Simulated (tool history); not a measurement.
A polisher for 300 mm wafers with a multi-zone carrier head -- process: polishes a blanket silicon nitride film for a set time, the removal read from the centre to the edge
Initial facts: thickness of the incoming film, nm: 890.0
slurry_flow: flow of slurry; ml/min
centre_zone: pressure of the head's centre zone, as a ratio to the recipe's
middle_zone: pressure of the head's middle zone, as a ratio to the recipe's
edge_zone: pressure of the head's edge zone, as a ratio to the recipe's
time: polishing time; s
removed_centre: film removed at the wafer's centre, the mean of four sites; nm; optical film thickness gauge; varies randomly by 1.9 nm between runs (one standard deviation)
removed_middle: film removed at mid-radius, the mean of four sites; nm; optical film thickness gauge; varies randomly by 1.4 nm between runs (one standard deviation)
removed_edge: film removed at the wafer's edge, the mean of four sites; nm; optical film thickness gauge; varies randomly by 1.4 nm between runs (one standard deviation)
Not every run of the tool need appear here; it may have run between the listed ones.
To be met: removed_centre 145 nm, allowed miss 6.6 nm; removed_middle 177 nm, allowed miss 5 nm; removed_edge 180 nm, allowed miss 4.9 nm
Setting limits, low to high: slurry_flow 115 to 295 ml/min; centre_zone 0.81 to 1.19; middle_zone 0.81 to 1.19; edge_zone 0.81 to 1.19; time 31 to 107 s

run 1 hour=0 | slurry_flow=190 centre_zone=1 middle_zone=1 edge_zone=1 time=69 | removed_centre=109.42 removed_middle=113.06 removed_edge=114.64
run 2 hour=3 | slurry_flow=190 centre_zone=1 middle_zone=1.03 edge_zone=1 time=69 | removed_centre=111.15 removed_middle=114.64 removed_edge=115.57
run 3 hour=7.9 | slurry_flow=190 centre_zone=1 middle_zone=1.1 edge_zone=1 time=69 | removed_centre=110.99 removed_middle=120.5 removed_edge=115.28
run 4 hour=8.7 | slurry_flow=190 centre_zone=1 middle_zone=1.1 edge_zone=1.08 time=69 | removed_centre=109.42 removed_middle=121.45 removed_edge=120.25
run 5 hour=11.9 | slurry_flow=190 centre_zone=1 middle_zone=1.13 edge_zone=1.08 time=69 | removed_centre=110.05 removed_middle=122.11 removed_edge=120.73
run 6 hour=20.8 | slurry_flow=190 centre_zone=1 middle_zone=1.13 edge_zone=1.08 time=58 | removed_centre=92.471 removed_middle=103.45 removed_edge=99.586
run 7 hour=29.3 | slurry_flow=195 centre_zone=1 middle_zone=1.14 edge_zone=1.09 time=61 | removed_centre=98.545 removed_middle=110.97 removed_edge=106.84
run 8 hour=31.4 | slurry_flow=200 centre_zone=0.99 middle_zone=1.14 edge_zone=1.1 time=64 | removed_centre=100.72 removed_middle=113.83 removed_edge=113.15

Pick the move, out of 5, that brings all results within their allowed miss; only one does.
run A hour=33.5 | slurry_flow=175 centre_zone=0.97 middle_zone=1.19 edge_zone=1.06 time=87 | removed_centre=? removed_middle=? removed_edge=?
run B hour=33.5 | slurry_flow=215 centre_zone=0.91 middle_zone=1.15 edge_zone=1.19 time=97 | removed_centre=? removed_middle=? removed_edge=?
run C hour=33.5 | slurry_flow=270 centre_zone=0.87 middle_zone=0.98 edge_zone=1.19 time=98 | removed_centre=? removed_middle=? removed_edge=?
run D hour=33.5 | slurry_flow=260 centre_zone=1.09 middle_zone=1.02 edge_zone=1.12 time=81 | removed_centre=? removed_middle=? removed_edge=?
run E hour=33.5 | slurry_flow=290 centre_zone=1.16 middle_zone=1.15 edge_zone=1.02 time=92 | removed_centre=? removed_middle=? removed_edge=?

move=A removed_centre=135.81 removed_middle=160.46 removed_edge=147.45
move=B removed_centre=146.72 removed_middle=178.94 removed_edge=177.82
move=C removed_centre=145.9 removed_middle=164.98 removed_edge=183.33
move=D removed_centre=148.53 removed_middle=139.65 removed_edge=146.36
move=E removed_centre=181.25 removed_middle=174.95 removed_edge=159.71
A: nearer the targets than the last run, but a result is still out of spec
B: meets every target
C: gets the furthest-off result to its target, but another result is out of tolerance
D: nearer the targets than the last run, but a result is still out of spec
E: nearer the targets than the last run, but a result is still out of spec
The move that meets every target is B.
